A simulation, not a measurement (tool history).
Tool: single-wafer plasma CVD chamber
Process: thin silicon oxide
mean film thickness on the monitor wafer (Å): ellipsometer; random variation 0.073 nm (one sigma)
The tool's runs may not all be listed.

run	hour	heater temperature setpoint (K)	chamber pressure (Torr)	RF power (kW)	deposition time (s)	mean film thickness on the monitor wafer (Å)
1	0	658.15	1.01	0.215	11.61	233
2	5.9	658.15	1.01	0.215	11.98	239.8
3	11.4	658.15	0.97	0.215	11.98	234.4
4	16.8	652.15	0.97	0.215	11.98	234.81
5	21.3	652.15	0.93	0.215	11.98	228.43
6	27.4	652.15	0.93	0.215	11.61	219.92
7	28.2	652.15	0.91	0.215	11.61	217.04
8	33.6	652.15	0.89	0.215	11.61	214.9
9	35.8	652.15	0.87	0.215	11.61	208.66
10	40.3	652.15	0.86	0.215	11.61	208.01

The next listed run, before its measurement:
11	47.2	652.15	0.85	0.215	11.61	?

{"run 11": {"mean film thickness on the monitor wafer (Å)": 204.83}}
